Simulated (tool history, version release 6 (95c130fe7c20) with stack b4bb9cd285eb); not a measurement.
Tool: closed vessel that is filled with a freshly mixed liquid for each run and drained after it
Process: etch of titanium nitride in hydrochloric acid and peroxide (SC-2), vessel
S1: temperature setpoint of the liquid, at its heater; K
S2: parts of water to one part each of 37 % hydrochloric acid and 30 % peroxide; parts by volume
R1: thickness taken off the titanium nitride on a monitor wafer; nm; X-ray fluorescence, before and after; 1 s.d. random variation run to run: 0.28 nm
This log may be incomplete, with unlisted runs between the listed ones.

{"run": 1, "hour": 0.0, "S1": 321.15, "S2": 6, "time in the liquid (s)": 1555, "R1": 30.127}
{"run": 2, "hour": 6.8, "S1": 317.65, "S2": 6, "time in the liquid (s)": 1555, "R1": 23.529}
{"run": 3, "hour": 11.1, "S1": 319.65, "S2": 6, "time in the liquid (s)": 1555, "R1": 26.939}
{"run": 4, "hour": 20.1, "S1": 319.65, "S2": 6, "time in the liquid (s)": 1660, "R1": 29.242}
{"run": 5, "hour": 21.8, "S1": 321.15, "S2": 6, "time in the liquid (s)": 1660, "R1": 32.196}
{"run": 6, "hour": 29.2, "S1": 321.15, "S2": 6, "time in the liquid (s)": 1660, "R1": 31.814}
{"run": 7, "hour": 37.5, "S1": 322.15, "S2": 6, "time in the liquid (s)": 1660, "R1": 34.214}

Run 8, settings as shown, results not yet in. Your forecast:
{"run": 8, "hour": 44.0, "S1": 327.65, "S2": 6, "time in the liquid (s)": 1660, "R1": "?"}

Run 8 yielded R1 48.941 nm.
